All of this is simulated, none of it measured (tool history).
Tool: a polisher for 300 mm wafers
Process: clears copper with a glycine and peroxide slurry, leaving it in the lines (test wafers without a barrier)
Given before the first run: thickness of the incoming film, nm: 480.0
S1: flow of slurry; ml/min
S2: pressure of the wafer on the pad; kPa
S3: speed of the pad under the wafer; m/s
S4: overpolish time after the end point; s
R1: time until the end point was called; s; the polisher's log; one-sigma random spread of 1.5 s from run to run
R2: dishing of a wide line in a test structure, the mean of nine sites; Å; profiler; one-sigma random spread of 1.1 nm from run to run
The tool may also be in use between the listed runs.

run	hour	S1	S2	S3	S4	R1	R2
1	0	165	18.6	1.1	16	90.856	515.71
2	0.7	165	18.6	1.1	17	90.982	548.07
3	2.8	165	22.1	1.1	17	76.097	631.14
4	6.5	165	22.1	1.1	20	76.561	700.87
5	11.9	165	21.4	1.1	21	78.995	723.35
6	12.4	165	17.2	1.1	21	92.899	613.87
7	18.6	165	17.2	1.1	22	95.829	639.47

For run 8, what comes out?
8	19.7	165	17.2	1.1	23	?	?

R1: 94.429 s
R2: 649.25 Å

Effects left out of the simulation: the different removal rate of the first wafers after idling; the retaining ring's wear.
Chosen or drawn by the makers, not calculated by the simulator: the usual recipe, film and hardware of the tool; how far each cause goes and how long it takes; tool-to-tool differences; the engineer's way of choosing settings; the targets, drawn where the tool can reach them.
